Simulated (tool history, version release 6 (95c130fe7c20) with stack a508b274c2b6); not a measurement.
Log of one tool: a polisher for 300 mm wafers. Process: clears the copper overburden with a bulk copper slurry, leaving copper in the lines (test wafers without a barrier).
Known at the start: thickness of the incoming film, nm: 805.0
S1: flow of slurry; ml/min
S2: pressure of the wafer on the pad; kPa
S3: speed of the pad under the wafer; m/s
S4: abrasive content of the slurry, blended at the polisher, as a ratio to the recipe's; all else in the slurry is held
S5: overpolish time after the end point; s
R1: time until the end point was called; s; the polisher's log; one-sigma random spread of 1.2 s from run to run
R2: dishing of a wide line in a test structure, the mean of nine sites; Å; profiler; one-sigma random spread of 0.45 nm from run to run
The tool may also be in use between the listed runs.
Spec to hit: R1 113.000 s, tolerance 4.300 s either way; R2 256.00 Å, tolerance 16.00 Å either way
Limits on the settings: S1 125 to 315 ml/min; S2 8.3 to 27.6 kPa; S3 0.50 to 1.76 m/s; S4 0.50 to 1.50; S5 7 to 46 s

run	hour	S1	S2	S3	S4	S5	R1	R2
1	0.0	205	17.9	1.12	1.00	24	93.679	430.06
2	2.7	205	17.9	1.12	0.80	24	96.944	424.75
3	7.3	205	17.9	1.12	0.80	17	96.871	409.70
4	13.8	210	15.2	1.24	0.70	14	101.460	358.15
5	21.3	210	18.6	1.24	0.70	14	84.273	393.25
6	25.8	210	18.6	1.24	0.70	18	85.687	427.91
7	29.3	205	15.9	1.28	0.85	15	93.411	380.10
8	34.5	235	13.8	1.34	0.75	13	102.240	357.27
9	41.9	235	13.8	1.34	0.75	13	102.390	359.12
10	48.9	205	12.4	1.40	0.70	11	110.270	314.50
11	52.1	185	12.4	1.44	0.65	10	110.290	299.18
12	60.6	170	12.4	1.46	0.60	9	111.290	283.47

Pick the move, out of 5, that brings all results within their allowed miss; only one does.
A	69.1	170	13.1	1.42	0.55	10	?	?
B	69.1	145	14.5	1.26	0.70	12	?	?
C	69.1	190	12.4	1.36	0.65	11	?	?
D	69.1	135	12.4	1.52	0.60	7	?	?
E	69.1	165	11.7	1.50	0.50	13	?	?

move	R1	R2
A	108.990	318.41
B	111.290	344.97
C	115.320	322.15
D	111.190	259.73
E	116.730	340.72
A: moves away from the targets compared with the last run
B: moves away from the targets compared with the last run
C: moves away from the targets compared with the last run
D: meets every target
E: moves away from the targets compared with the last run
Answer: D

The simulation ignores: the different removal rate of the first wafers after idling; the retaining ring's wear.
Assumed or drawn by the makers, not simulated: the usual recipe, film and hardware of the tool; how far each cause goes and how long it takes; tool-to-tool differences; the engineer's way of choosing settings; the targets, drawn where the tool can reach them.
